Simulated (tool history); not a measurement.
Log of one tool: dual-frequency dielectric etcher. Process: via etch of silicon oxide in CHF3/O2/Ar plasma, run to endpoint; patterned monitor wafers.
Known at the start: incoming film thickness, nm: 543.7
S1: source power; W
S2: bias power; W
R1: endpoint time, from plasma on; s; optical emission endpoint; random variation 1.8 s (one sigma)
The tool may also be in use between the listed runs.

run,day,S1,S2,R1
1,0.000,670,199,260.68
2,0.246,670,173,272.92
3,0.375,670,197,262.72
4,0.542,620,191,271.44
5,0.604,620,227,258.52
# day 0.904: bias power generator calibrated
6,0.904,690,227,245.96
7,0.992,620,219,258.46

Forecast run 8:
8,1.025,570,209,?

{"run 8": {"R1": 271.75}}
